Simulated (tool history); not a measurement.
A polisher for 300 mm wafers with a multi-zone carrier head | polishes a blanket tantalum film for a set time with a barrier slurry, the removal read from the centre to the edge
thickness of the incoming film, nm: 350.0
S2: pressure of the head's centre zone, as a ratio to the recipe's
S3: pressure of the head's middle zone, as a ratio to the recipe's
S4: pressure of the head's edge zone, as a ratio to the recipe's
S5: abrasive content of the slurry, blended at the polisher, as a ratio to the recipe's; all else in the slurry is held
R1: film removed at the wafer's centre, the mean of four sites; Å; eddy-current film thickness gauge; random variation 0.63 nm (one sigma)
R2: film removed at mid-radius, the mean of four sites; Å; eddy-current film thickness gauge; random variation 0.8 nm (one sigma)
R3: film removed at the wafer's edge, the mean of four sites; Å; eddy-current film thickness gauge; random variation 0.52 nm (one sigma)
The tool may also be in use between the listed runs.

{"run": 1, "hour": 0.0, "flow of slurry (ml/min)": 180, "S2": 1.0, "S3": 1.0, "S4": 1.0, "S5": 1.0, "polishing time (s)": 68, "R1": 996.96, "R2": 998.18, "R3": 973.6}
{"run": 2, "hour": 5.4, "flow of slurry (ml/min)": 210, "S2": 1.0, "S3": 1.0, "S4": 1.0, "S5": 1.0, "polishing time (s)": 68, "R1": 1015.3, "R2": 999.63, "R3": 989.07}
{"run": 3, "hour": 12.6, "flow of slurry (ml/min)": 210, "S2": 0.93, "S3": 1.0, "S4": 1.0, "S5": 1.0, "polishing time (s)": 68, "R1": 940.53, "R2": 988.78, "R3": 992.77}
{"run": 4, "hour": 16.7, "flow of slurry (ml/min)": 200, "S2": 0.94, "S3": 0.99, "S4": 0.95, "S5": 0.85, "polishing time (s)": 64, "R1": 835.97, "R2": 865.81, "R3": 832.86}
{"run": 5, "hour": 21.3, "flow of slurry (ml/min)": 200, "S2": 0.94, "S3": 0.99, "S4": 0.95, "S5": 0.85, "polishing time (s)": 77, "R1": 1003.0, "R2": 1048.0, "R3": 1033.1}
{"run": 6, "hour": 22.3, "flow of slurry (ml/min)": 170, "S2": 0.94, "S3": 0.99, "S4": 0.95, "S5": 0.85, "polishing time (s)": 77, "R1": 984.64, "R2": 1026.3, "R3": 986.08}
{"run": 7, "hour": 25.3, "flow of slurry (ml/min)": 155, "S2": 0.93, "S3": 0.97, "S4": 0.91, "S5": 0.75, "polishing time (s)": 74, "R1": 852.98, "R2": 879.69, "R3": 878.73}
{"run": 8, "hour": 33.5, "flow of slurry (ml/min)": 150, "S2": 0.95, "S3": 0.99, "S4": 0.88, "S5": 0.7, "polishing time (s)": 71, "R1": 795.96, "R2": 829.84, "R3": 788.66}
{"run": 9, "hour": 35.6, "flow of slurry (ml/min)": 145, "S2": 0.96, "S3": 0.99, "S4": 0.86, "S5": 0.65, "polishing time (s)": 70, "R1": 751.31, "R2": 790.67, "R3": 732.19}

Run 10 comes next. What will it give?
{"run": 10, "hour": 39.1, "flow of slurry (ml/min)": 120, "S2": 0.99, "S3": 0.95, "S4": 0.81, "S5": 0.5, "polishing time (s)": 69, "R1": "?", "R2": "?", "R3": "?"}

{"run 10": {"R1": 605.79, "R2": 592.96, "R3": 555.03}}
